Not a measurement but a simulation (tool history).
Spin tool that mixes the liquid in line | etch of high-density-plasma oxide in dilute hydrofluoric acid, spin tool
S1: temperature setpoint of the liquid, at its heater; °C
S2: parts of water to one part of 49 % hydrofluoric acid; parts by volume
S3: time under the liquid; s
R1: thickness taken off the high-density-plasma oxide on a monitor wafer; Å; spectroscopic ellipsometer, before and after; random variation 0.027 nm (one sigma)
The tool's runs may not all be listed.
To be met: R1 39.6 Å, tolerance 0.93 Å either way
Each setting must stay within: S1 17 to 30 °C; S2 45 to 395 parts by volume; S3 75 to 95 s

run	hour	S1	S2	S3	R1
1	0	22	220	95	17.256
2	2.8	22	145	95	28.503
3	9.1	22	145	95	28.297
4	12.9	19	145	95	25.592
5	19.5	22	140	95	30.097
6	24.2	24	140	95	32.167
7	25.3	25.5	140	95	34.017
8	29.8	26.5	140	95	35.333
9	33.4	27.5	140	95	36.38
10	41.9	28	140	95	37.657
11	48.4	28.5	140	95	37.607

4 candidate next runs follow, results not yet known. Just one meets every target within its allowed miss. Identify it.
A	54.9	28.5	150	95	?
B	54.9	28.5	145	95	?
C	54.9	21.5	120	95	?
D	54.9	29.5	115	75	?

move	R1
A	35.056
B	36.496
C	34.75
D	39.217
A: misses by more than the last run did
B: misses by more than the last run did
C: misses by more than the last run did
D: all results land within tolerance of their targets
So the answer is move D, the one that meets all the targets.

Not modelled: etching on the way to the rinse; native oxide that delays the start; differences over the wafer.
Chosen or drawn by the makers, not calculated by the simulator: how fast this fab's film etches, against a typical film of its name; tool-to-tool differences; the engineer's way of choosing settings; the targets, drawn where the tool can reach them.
